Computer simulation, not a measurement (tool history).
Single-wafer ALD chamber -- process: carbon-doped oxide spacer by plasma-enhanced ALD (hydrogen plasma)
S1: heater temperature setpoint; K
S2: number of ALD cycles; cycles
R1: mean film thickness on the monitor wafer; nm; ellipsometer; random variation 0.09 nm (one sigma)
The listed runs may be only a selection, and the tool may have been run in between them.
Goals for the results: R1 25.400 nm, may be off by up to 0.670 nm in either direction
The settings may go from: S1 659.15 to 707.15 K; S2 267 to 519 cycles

run  hour      S1   S2      R1
  1   0.0  683.15  393  20.399
  2   6.5  681.15  416  21.733
  3  14.9  679.15  432  22.738
  4  20.4  688.15  432  21.986
  5  27.0  688.15  391  19.907
  6  30.7  688.15  355  18.118
  7  36.7  684.15  389  20.171
  8  40.9  680.15  411  21.522
  9  47.0  680.15  411  21.671

Below are 5 possible settings for the next run. Only one of them brings all results inside the allowed miss of their targets. Which is it?
  A  53.1  674.15  446   ?
  B  53.1  667.15  444   ?
  C  53.1  681.15  453   ?
  D  53.1  659.15  463   ?
  E  53.1  679.15  519   ?

move      R1
   A  23.999
   B  24.298
   C  23.782
   D  25.337
   E  27.441
A: gains on the last run, yet a result remains outside its allowed miss
B: gains on the last run, yet a result remains outside its allowed miss
C: gains on the last run, yet a result remains outside its allowed miss
D: all results in spec
E: takes the result that was furthest off past its target
So the answer is move D, the one that meets all the targets.

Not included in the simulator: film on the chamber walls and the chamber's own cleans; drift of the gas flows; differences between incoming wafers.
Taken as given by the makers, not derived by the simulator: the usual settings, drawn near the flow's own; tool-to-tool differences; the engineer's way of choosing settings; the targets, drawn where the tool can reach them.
